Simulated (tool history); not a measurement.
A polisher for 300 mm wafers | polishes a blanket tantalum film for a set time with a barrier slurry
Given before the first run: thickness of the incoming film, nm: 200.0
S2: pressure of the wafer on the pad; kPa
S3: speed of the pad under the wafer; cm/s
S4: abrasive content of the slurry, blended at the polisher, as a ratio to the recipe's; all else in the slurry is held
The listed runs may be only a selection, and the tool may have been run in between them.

run 1 day=0 | flow_of_slurry_(ml/min)=165 S2=11.7 S3=106 S4=1 polishing_time_(s)=63 | film_removed_(nm)=103.09
run 2 day=0.029 | flow_of_slurry_(ml/min)=155 S2=11.7 S3=106 S4=1 polishing_time_(s)=63 | film_removed_(nm)=102.15
run 3 day=0.371 | flow_of_slurry_(ml/min)=155 S2=11.7 S3=106 S4=1 polishing_time_(s)=63 | film_removed_(nm)=101.84
run 4 day=0.404 | flow_of_slurry_(ml/min)=155 S2=11.7 S3=106 S4=0.9 polishing_time_(s)=63 | film_removed_(nm)=100.33
run 5 day=0.629 | flow_of_slurry_(ml/min)=155 S2=11.7 S3=118 S4=0.9 polishing_time_(s)=63 | film_removed_(nm)=106.83
run 6 day=0.85 | flow_of_slurry_(ml/min)=150 S2=11 S3=118 S4=0.9 polishing_time_(s)=63 | film_removed_(nm)=100.65

Run 7 comes next. What will it give?
run 7 day=1.071 | flow_of_slurry_(ml/min)=145 S2=11 S3=118 S4=0.9 polishing_time_(s)=63 | film_removed_(nm)=?

film removed (nm): 100.83
